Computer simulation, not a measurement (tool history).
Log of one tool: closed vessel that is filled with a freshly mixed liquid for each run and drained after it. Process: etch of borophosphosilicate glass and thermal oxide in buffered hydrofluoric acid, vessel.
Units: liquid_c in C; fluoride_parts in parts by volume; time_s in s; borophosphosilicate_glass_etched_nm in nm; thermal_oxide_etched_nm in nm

run,day,liquid_c,fluoride_parts,time_s,borophosphosilicate_glass_etched_nm,thermal_oxide_etched_nm
1,0.000,21.0,15.5,60,60.791,40.660
2,0.362,21.0,15.5,75,74.902,51.130
3,0.446,21.5,15.5,75,78.039,52.198
4,0.833,21.5,15.5,65,67.415,45.489
5,1.138,24.5,15.5,65,80.746,54.009
6,1.242,22.0,15.5,65,69.555,45.989
7,1.550,22.5,15.5,65,71.439,47.930

The next listed run, before its measurement:
8,1.733,23.0,15.5,65,?,?

Run 8 gave borophosphosilicate_glass_etched_nm 73.927 nm, thermal_oxide_etched_nm 49.597 nm.
